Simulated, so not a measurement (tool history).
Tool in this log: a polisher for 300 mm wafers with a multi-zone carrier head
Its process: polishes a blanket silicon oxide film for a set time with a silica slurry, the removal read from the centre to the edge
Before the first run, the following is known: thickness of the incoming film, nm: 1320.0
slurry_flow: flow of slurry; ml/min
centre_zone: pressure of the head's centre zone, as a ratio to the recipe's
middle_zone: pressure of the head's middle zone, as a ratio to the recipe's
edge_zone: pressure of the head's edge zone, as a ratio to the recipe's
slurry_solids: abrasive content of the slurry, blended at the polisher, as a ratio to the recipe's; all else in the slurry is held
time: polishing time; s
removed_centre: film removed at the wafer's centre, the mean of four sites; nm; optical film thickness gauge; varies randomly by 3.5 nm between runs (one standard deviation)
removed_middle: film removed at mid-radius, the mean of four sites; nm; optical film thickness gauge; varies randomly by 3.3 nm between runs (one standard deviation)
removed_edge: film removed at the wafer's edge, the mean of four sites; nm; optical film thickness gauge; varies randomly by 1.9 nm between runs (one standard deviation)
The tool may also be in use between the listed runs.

Run 1, day 0: slurry_flow 205 ml/min, centre_zone 1, middle_zone 1, edge_zone 1, slurry_solids 1, time 61 s. Result: removed_centre 280.26 nm, removed_middle 268.88 nm, removed_edge 264.03 nm.
Run 2, day 0.054: slurry_flow 205 ml/min, centre_zone 1, middle_zone 0.94, edge_zone 1, slurry_solids 1, time 61 s. Result: removed_centre 280.93 nm, removed_middle 255.65 nm, removed_edge 264.54 nm.
Run 3, day 0.342: slurry_flow 220 ml/min, centre_zone 0.99, middle_zone 1.01, edge_zone 1.03, slurry_solids 1.05, time 61 s. Result: removed_centre 283.92 nm, removed_middle 280.32 nm, removed_edge 279.07 nm.
Run 4, day 0.483: slurry_flow 220 ml/min, centre_zone 0.99, middle_zone 1.08, edge_zone 1.03, slurry_solids 1.05, time 61 s. Result: removed_centre 286.63 nm, removed_middle 291.38 nm, removed_edge 278.67 nm.
Run 5, day 0.6: slurry_flow 235 ml/min, centre_zone 0.98, middle_zone 1.11, edge_zone 1.02, slurry_solids 1.1, time 61 s. Result: removed_centre 284.8 nm, removed_middle 307.91 nm, removed_edge 284.11 nm.
Run 6, day 0.825: slurry_flow 285 ml/min, centre_zone 0.98, middle_zone 1.11, edge_zone 1.02, slurry_solids 1.1, time 61 s. Result: removed_centre 295.91 nm, removed_middle 316.87 nm, removed_edge 285.35 nm.
Run 7, day 0.854: slurry_flow 290 ml/min, centre_zone 0.98, middle_zone 1.13, edge_zone 1.03, slurry_solids 1.1, time 61 s. Result: removed_centre 298.1 nm, removed_middle 320.15 nm, removed_edge 289.12 nm.

Predict the results of run 8:
Run 8, day 1.067: slurry_flow 290 ml/min, centre_zone 0.97, middle_zone 1.15, edge_zone 1.03, slurry_solids 1.1, time 61 s. Result: removed_centre ?, removed_middle ?, removed_edge ?.

{"run 8": {"removed_centre": 299.2, "removed_middle": 323.05, "removed_edge": 288.7}}
